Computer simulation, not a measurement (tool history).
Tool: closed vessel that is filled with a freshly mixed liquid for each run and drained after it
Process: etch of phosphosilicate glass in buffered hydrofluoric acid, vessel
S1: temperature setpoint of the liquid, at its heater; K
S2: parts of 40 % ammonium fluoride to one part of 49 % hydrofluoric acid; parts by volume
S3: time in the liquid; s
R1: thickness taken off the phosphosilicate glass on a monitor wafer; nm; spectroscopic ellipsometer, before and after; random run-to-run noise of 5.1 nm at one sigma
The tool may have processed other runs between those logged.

run	hour	S1	S2	S3	R1
1	0.0	296.15	9.5	100	571.22
2	7.1	296.15	12.5	100	443.20
3	11.8	296.15	12.5	100	443.51
4	15.5	297.65	12.5	100	481.56
5	22.3	300.15	12.5	100	562.40
6	23.5	300.65	12.5	100	570.28
7	27.4	301.15	12.5	100	578.26
8	32.2	301.65	12.5	100	597.04
9	38.8	302.15	12.5	100	620.76

The next listed run, before its measurement:
10	40.6	302.65	12.5	100	?

{"run 10": {"R1": 634.66}}

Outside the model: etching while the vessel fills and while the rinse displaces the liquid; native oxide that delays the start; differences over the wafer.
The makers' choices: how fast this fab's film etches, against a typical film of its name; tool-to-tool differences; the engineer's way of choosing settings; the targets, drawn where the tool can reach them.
